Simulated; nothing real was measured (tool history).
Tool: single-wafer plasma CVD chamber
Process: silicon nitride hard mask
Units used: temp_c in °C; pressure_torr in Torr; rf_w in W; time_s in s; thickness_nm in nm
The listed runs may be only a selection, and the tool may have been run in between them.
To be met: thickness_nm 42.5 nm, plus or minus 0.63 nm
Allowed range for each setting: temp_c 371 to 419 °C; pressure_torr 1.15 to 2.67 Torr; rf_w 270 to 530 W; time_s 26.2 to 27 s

Run 1, hour 0: temp_c 395 °C, pressure_torr 1.91 Torr, rf_w 400 W, time_s 26.2 s. Result: thickness_nm 39.885 nm.
Run 2, hour 7.9: temp_c 395 °C, pressure_torr 1.91 Torr, rf_w 400 W, time_s 27 s. Result: thickness_nm 40.872 nm.
Run 3, hour 14.2: temp_c 395 °C, pressure_torr 1.99 Torr, rf_w 400 W, time_s 27 s. Result: thickness_nm 41.77 nm.
Run 4, hour 21.1: temp_c 395 °C, pressure_torr 2.02 Torr, rf_w 400 W, time_s 27 s. Result: thickness_nm 41.608 nm.
Run 5, hour 23.5: temp_c 395 °C, pressure_torr 2.02 Torr, rf_w 400 W, time_s 27 s. Result: thickness_nm 41.577 nm.
Run 6, hour 30.1: temp_c 395 °C, pressure_torr 2.02 Torr, rf_w 440 W, time_s 27 s. Result: thickness_nm 45.21 nm.
Run 7, hour 35.2: temp_c 395 °C, pressure_torr 1.9 Torr, rf_w 440 W, time_s 27 s. Result: thickness_nm 44.193 nm.
Run 8, hour 44.2: temp_c 395 °C, pressure_torr 1.83 Torr, rf_w 440 W, time_s 27 s. Result: thickness_nm 43.732 nm.
Run 9, hour 47.5: temp_c 395 °C, pressure_torr 1.78 Torr, rf_w 440 W, time_s 27 s. Result: thickness_nm 43.448 nm.
Run 10, hour 51.7: temp_c 395 °C, pressure_torr 1.74 Torr, rf_w 440 W, time_s 27 s. Result: thickness_nm 43.405 nm.

Which one of the following 5 next-run settings gets every result inside its allowed miss? There is exactly one.
Run A, hour 55.9: temp_c 383 °C, pressure_torr 2.27 Torr, rf_w 390 W, time_s 26.2 s. Result: thickness_nm ?.
Run B, hour 55.9: temp_c 405 °C, pressure_torr 1.92 Torr, rf_w 435 W, time_s 26.2 s. Result: thickness_nm ?.
Run C, hour 55.9: temp_c 396 °C, pressure_torr 1.91 Torr, rf_w 450 W, time_s 26.6 s. Result: thickness_nm ?.
Run D, hour 55.9: temp_c 394 °C, pressure_torr 1.84 Torr, rf_w 440 W, time_s 27 s. Result: thickness_nm ?.
Run E, hour 55.9: temp_c 392 °C, pressure_torr 1.43 Torr, rf_w 440 W, time_s 27 s. Result: thickness_nm ?.

move  thickness_nm
   A        40.711
   B        42.476
   C        44.476
   D        43.915
   E        41.061
A: takes the result that was furthest off past its target
B: all results land within tolerance of their targets
C: lands further from the targets than the last run did
D: lands further from the targets than the last run did
E: takes the result that was furthest off past its target
So the answer is move B, the one that meets all the targets.

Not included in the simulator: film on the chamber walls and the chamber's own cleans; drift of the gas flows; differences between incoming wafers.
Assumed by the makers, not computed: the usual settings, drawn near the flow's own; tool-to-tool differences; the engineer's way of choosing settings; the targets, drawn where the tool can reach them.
